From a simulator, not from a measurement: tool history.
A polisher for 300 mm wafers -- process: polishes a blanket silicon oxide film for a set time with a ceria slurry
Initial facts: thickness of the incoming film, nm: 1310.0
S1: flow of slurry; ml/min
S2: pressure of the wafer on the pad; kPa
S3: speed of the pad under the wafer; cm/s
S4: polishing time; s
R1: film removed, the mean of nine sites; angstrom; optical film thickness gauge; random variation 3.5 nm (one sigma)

run	hour	S1	S2	S3	S4	R1
1	0	215	26.9	120	90	5578.1
2	7.7	215	24.8	120	90	4990.7
3	11.2	235	24.8	120	90	5200.4
4	16	230	23.4	120	90	4875.4
5	24.1	200	23.4	120	90	4817.4
6	31.3	200	22.1	120	90	4514.9
7	37.9	200	20.7	120	90	4240.7
8	42.9	200	20	120	90	4184.5
9	49.5	195	12.4	116	90	2719.1

Predict the results of run 10:
10	57.6	195	13.1	116	90	?

{"run 10": {"R1": 2885}}
